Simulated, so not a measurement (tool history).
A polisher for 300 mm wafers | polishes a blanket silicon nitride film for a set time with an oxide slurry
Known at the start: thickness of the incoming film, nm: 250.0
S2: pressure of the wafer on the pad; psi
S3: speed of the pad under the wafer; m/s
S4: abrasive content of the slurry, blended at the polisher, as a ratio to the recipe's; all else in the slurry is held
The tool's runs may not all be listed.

Run 1, hour 0: flow of slurry (ml/min) 295, S2 2.6 psi, S3 1 m/s, S4 1, polishing time (s) 23. Result: film removed (nm) 12.269.
Run 2, hour 6.7: flow of slurry (ml/min) 295, S2 2.6 psi, S3 1 m/s, S4 1.2, polishing time (s) 23. Result: film removed (nm) 13.012.
Run 3, hour 9: flow of slurry (ml/min) 295, S2 2.6 psi, S3 1 m/s, S4 1.3, polishing time (s) 23. Result: film removed (nm) 13.038.
Run 4, hour 12.7: flow of slurry (ml/min) 295, S2 3.1 psi, S3 1 m/s, S4 1.3, polishing time (s) 23. Result: film removed (nm) 15.763.
Run 5, hour 20.3: flow of slurry (ml/min) 295, S2 3.1 psi, S3 1 m/s, S4 1.2, polishing time (s) 23. Result: film removed (nm) 15.217.
Run 6, hour 27.9: flow of slurry (ml/min) 295, S2 3.1 psi, S3 1 m/s, S4 1.2, polishing time (s) 23. Result: film removed (nm) 15.141.
Run 7, hour 34.2: flow of slurry (ml/min) 295, S2 3.1 psi, S3 1 m/s, S4 1.2, polishing time (s) 23. Result: film removed (nm) 15.161.

Forecast run 8:
Run 8, hour 39.4: flow of slurry (ml/min) 295, S2 3.2 psi, S3 1 m/s, S4 1.2, polishing time (s) 23. Result: film removed (nm) ?.

Run 8 gave film removed (nm) 15.715.
